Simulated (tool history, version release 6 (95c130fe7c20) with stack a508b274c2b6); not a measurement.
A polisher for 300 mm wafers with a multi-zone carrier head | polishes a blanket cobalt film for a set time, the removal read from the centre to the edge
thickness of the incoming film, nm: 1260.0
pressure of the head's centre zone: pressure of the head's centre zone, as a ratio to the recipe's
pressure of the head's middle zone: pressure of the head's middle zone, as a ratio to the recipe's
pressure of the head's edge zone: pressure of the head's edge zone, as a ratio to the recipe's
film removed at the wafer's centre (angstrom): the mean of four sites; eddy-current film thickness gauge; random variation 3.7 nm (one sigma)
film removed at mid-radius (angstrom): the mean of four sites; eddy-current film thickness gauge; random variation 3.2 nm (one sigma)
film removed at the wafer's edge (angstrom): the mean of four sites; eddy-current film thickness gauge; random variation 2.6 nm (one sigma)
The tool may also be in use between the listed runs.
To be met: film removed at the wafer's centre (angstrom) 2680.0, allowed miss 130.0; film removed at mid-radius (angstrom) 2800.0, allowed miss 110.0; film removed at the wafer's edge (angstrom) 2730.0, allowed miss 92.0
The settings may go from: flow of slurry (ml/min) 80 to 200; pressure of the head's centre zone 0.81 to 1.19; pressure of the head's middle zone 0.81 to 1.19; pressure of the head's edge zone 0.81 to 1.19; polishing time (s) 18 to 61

run	hour	flow of slurry (ml/min)	pressure of the head's centre zone	pressure of the head's middle zone	pressure of the head's edge zone	polishing time (s)	film removed at the wafer's centre (angstrom)	film removed at mid-radius (angstrom)	film removed at the wafer's edge (angstrom)
1	0.0	130	1.00	1.00	1.00	39	1881.5	1866.6	1974.5
2	2.2	110	1.00	1.00	1.00	39	1840.5	1851.2	1900.1
3	5.5	120	1.02	1.03	1.02	41	1987.2	2003.7	1998.7
4	10.2	130	1.02	1.04	1.03	43	2148.9	2183.2	2159.4
5	18.7	130	1.02	1.04	1.03	49	2454.2	2493.1	2463.7
6	22.5	130	1.02	1.04	0.99	49	2427.0	2454.4	2421.9
7	30.1	140	1.02	1.05	1.01	49	2484.4	2574.6	2484.2
8	36.2	150	1.02	1.05	1.02	49	2557.7	2558.8	2478.6
9	41.1	150	1.01	1.05	1.04	50	2529.7	2586.0	2616.3

4 next moves are on the table. One of them brings every result within its allowed miss. Which?
A	46.0	130	0.99	0.88	1.06	53	?	?	?
B	46.0	130	1.03	1.14	1.01	48	?	?	?
C	46.0	190	1.05	0.92	0.96	48	?	?	?
D	46.0	200	1.00	1.06	1.08	50	?	?	?

move	film removed at the wafer's centre (angstrom)	film removed at mid-radius (angstrom)	film removed at the wafer's edge (angstrom)
A	2615.1	2395.2	2758.1
B	2441.1	2698.9	2430.9
C	2685.9	2420.4	2503.7
D	2730.0	2865.2	2773.9
A: further off than the last run
B: brings the result that was furthest off to its target, and leaves another outside
C: further off than the last run
D: meets every target
Answer: D
